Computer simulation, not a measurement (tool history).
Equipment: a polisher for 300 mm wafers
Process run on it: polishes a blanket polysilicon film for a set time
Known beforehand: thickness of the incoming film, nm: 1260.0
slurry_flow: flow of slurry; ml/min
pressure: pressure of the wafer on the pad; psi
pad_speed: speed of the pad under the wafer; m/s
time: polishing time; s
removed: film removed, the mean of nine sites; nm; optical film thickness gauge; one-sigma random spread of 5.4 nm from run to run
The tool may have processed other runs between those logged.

run 1 hour=0.0 | slurry_flow=170 pressure=2.9 pad_speed=1.20 time=57 | removed=571.76
run 2 hour=7.6 | slurry_flow=170 pressure=3.4 pad_speed=1.20 time=57 | removed=651.01
run 3 hour=14.1 | slurry_flow=170 pressure=3.2 pad_speed=1.20 time=57 | removed=610.18
run 4 hour=22.8 | slurry_flow=170 pressure=3.2 pad_speed=1.32 time=57 | removed=665.02
run 5 hour=30.3 | slurry_flow=170 pressure=3.0 pad_speed=1.32 time=57 | removed=638.55
run 6 hour=32.9 | slurry_flow=170 pressure=2.8 pad_speed=1.32 time=57 | removed=615.41
run 7 hour=39.0 | slurry_flow=170 pressure=2.6 pad_speed=1.32 time=57 | removed=569.78
run 8 hour=46.3 | slurry_flow=170 pressure=2.5 pad_speed=1.32 time=57 | removed=545.34
run 9 hour=48.2 | slurry_flow=170 pressure=2.5 pad_speed=1.32 time=57 | removed=557.26

For run 10, what comes out?
run 10 hour=55.0 | slurry_flow=170 pressure=2.4 pad_speed=1.32 time=57 | removed=?

Run 10 gave removed 534.41 nm.
